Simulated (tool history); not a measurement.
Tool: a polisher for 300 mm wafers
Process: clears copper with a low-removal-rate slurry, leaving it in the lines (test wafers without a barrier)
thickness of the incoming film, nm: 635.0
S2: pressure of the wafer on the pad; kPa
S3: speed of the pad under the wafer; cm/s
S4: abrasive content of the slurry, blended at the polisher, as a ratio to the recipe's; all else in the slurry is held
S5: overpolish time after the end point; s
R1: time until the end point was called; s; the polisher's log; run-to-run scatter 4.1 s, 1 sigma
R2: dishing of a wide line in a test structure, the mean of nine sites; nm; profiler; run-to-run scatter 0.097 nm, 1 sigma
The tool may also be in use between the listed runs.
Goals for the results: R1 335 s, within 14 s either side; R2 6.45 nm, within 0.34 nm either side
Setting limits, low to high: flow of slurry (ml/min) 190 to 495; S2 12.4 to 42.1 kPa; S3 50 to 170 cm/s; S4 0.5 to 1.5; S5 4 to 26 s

{"run": 1, "day": 0.0, "flow of slurry (ml/min)": 320, "S2": 26.9, "S3": 110, "S4": 1, "S5": 13, "R1": 140.94, "R2": 38.177}
{"run": 2, "day": 0.288, "flow of slurry (ml/min)": 360, "S2": 26.9, "S3": 110, "S4": 1, "S5": 13, "R1": 139.61, "R2": 38.174}
{"run": 3, "day": 0.525, "flow of slurry (ml/min)": 360, "S2": 26.9, "S3": 96, "S4": 1, "S5": 13, "R1": 159.93, "R2": 34.204}
{"run": 4, "day": 0.579, "flow of slurry (ml/min)": 360, "S2": 26.9, "S3": 110, "S4": 1, "S5": 13, "R1": 140.81, "R2": 37.937}
{"run": 5, "day": 0.775, "flow of slurry (ml/min)": 360, "S2": 26.9, "S3": 110, "S4": 1.15, "S5": 13, "R1": 132.37, "R2": 37.96}
{"run": 6, "day": 1.125, "flow of slurry (ml/min)": 360, "S2": 26.9, "S3": 110, "S4": 1.15, "S5": 16, "R1": 130.5, "R2": 44.288}
{"run": 7, "day": 1.35, "flow of slurry (ml/min)": 315, "S2": 19.3, "S3": 80, "S4": 0.95, "S5": 10, "R1": 266.58, "R2": 18.217}
{"run": 8, "day": 1.608, "flow of slurry (ml/min)": 300, "S2": 18.6, "S3": 78, "S4": 1, "S5": 9, "R1": 286.13, "R2": 16.182}
{"run": 9, "day": 1.692, "flow of slurry (ml/min)": 210, "S2": 12.4, "S3": 76, "S4": 1.25, "S5": 4, "R1": 414.27, "R2": 5.2993}
{"run": 10, "day": 1.875, "flow of slurry (ml/min)": 300, "S2": 15.9, "S3": 82, "S4": 1.5, "S5": 4, "R1": 271.31, "R2": 7.6309}
{"run": 11, "day": 2.117, "flow of slurry (ml/min)": 215, "S2": 12.4, "S3": 82, "S4": 1.5, "S5": 4, "R1": 364.79, "R2": 5.8317}
{"run": 12, "day": 2.475, "flow of slurry (ml/min)": 220, "S2": 12.4, "S3": 82, "S4": 1.5, "S5": 4, "R1": 359.72, "R2": 5.9588}
{"run": 13, "day": 2.671, "flow of slurry (ml/min)": 225, "S2": 12.4, "S3": 82, "S4": 1.5, "S5": 4, "R1": 353.73, "R2": 5.97}
{"run": 14, "day": 2.871, "flow of slurry (ml/min)": 230, "S2": 13.8, "S3": 82, "S4": 1.5, "S5": 5, "R1": 333.75, "R2": 8.0047}
{"run": 15, "day": 3.042, "flow of slurry (ml/min)": 235, "S2": 13.8, "S3": 82, "S4": 1.5, "S5": 5, "R1": 327.71, "R2": 8.1111}
{"run": 16, "day": 3.238, "flow of slurry (ml/min)": 245, "S2": 13.1, "S3": 86, "S4": 1.4, "S5": 5, "R1": 338.71, "R2": 7.9499}

5 candidate next runs follow, results not yet known. Just one meets every target within its allowed miss. Identify it.
{"run": "A", "day": 3.433, "flow of slurry (ml/min)": 315, "S2": 15.2, "S3": 68, "S4": 1.5, "S5": 7, "R1": "?", "R2": "?"}
{"run": "B", "day": 3.433, "flow of slurry (ml/min)": 225, "S2": 17.2, "S3": 66, "S4": 1.5, "S5": 4, "R1": "?", "R2": "?"}
{"run": "C", "day": 3.433, "flow of slurry (ml/min)": 235, "S2": 14.5, "S3": 76, "S4": 1.5, "S5": 6, "R1": "?", "R2": "?"}
{"run": "D", "day": 3.433, "flow of slurry (ml/min)": 260, "S2": 13.8, "S3": 84, "S4": 1.35, "S5": 7, "R1": "?", "R2": "?"}
{"run": "E", "day": 3.433, "flow of slurry (ml/min)": 190, "S2": 12.4, "S3": 90, "S4": 1.35, "S5": 6, "R1": "?", "R2": "?"}

move=A R1=340.33 R2=10.738
move=B R1=322.52 R2=6.7142
move=C R1=330.68 R2=9.5627
move=D R1=318.6 R2=11.379
move=E R1=344.58 R2=9.1803
A: the biggest miss grows against the last run
B: all results land within tolerance of their targets
C: the biggest miss grows against the last run
D: the biggest miss grows against the last run
E: the biggest miss grows against the last run
B is the move that brings every result within its allowed miss.
